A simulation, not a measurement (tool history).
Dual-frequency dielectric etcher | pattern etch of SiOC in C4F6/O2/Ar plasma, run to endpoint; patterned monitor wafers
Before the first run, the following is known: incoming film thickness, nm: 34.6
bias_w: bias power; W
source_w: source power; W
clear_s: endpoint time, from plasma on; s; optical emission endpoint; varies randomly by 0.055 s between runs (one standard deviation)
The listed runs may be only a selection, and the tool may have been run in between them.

Run 1, hour 0: bias_w 616 W, source_w 280 W. Result: clear_s 12.789 s.
Run 2, hour 0.8: bias_w 616 W, source_w 240 W. Result: clear_s 14.015 s.
Run 3, hour 5.7: bias_w 661 W, source_w 240 W. Result: clear_s 13.64 s.
Run 4, hour 10.4: bias_w 762 W, source_w 240 W. Result: clear_s 12.749 s.
At hour 15.3: wet clean of the chamber.
Run 5, hour 15.3: bias_w 762 W, source_w 260 W. Result: clear_s 11.644 s.
Run 6, hour 21: bias_w 709 W, source_w 260 W. Result: clear_s 11.924 s.
Run 7, hour 27.5: bias_w 717 W, source_w 260 W. Result: clear_s 12.028 s.
Run 8, hour 34.2: bias_w 727 W, source_w 260 W. Result: clear_s 11.922 s.
Run 9, hour 38.3: bias_w 736 W, source_w 260 W. Result: clear_s 11.947 s.

For run 10, what comes out?
Run 10, hour 41.7: bias_w 746 W, source_w 260 W. Result: clear_s ?.

clear_s: 11.759 s

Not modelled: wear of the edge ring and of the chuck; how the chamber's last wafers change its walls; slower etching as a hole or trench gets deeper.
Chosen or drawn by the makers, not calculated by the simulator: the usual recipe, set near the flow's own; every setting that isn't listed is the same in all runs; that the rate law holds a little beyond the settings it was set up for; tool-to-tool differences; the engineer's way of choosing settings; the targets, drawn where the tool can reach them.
